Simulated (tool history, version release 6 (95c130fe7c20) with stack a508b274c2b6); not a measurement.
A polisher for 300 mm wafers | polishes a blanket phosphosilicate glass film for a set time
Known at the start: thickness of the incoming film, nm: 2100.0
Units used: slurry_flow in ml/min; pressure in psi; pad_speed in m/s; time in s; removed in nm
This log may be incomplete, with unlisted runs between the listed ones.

{"run": 1, "hour": 0.0, "slurry_flow": 240, "pressure": 3.6, "pad_speed": 0.78, "slurry_solids": 1, "time": 46, "removed": 306.68}
{"run": 2, "hour": 1.3, "slurry_flow": 235, "pressure": 3.3, "pad_speed": 0.78, "slurry_solids": 1, "time": 46, "removed": 282.32}
{"run": 3, "hour": 4.7, "slurry_flow": 230, "pressure": 3, "pad_speed": 0.78, "slurry_solids": 1, "time": 46, "removed": 261.08}
{"run": 4, "hour": 7.4, "slurry_flow": 230, "pressure": 2.4, "pad_speed": 0.78, "slurry_solids": 1, "time": 46, "removed": 220.08}
{"run": 5, "hour": 11.9, "slurry_flow": 285, "pressure": 2.4, "pad_speed": 0.78, "slurry_solids": 1, "time": 46, "removed": 223.05}
{"run": 6, "hour": 18.4, "slurry_flow": 285, "pressure": 2.3, "pad_speed": 0.78, "slurry_solids": 1, "time": 46, "removed": 213.56}
{"run": 7, "hour": 22.6, "slurry_flow": 245, "pressure": 1.6, "pad_speed": 0.76, "slurry_solids": 1, "time": 46, "removed": 158.95}
{"run": 8, "hour": 29.2, "slurry_flow": 250, "pressure": 1.6, "pad_speed": 0.76, "slurry_solids": 1, "time": 46, "removed": 158.66}

Forecast run 9:
{"run": 9, "hour": 34.4, "slurry_flow": 255, "pressure": 1.6, "pad_speed": 0.76, "slurry_solids": 1, "time": 46, "removed": "?"}

Run 9 yielded removed 159.45 nm.

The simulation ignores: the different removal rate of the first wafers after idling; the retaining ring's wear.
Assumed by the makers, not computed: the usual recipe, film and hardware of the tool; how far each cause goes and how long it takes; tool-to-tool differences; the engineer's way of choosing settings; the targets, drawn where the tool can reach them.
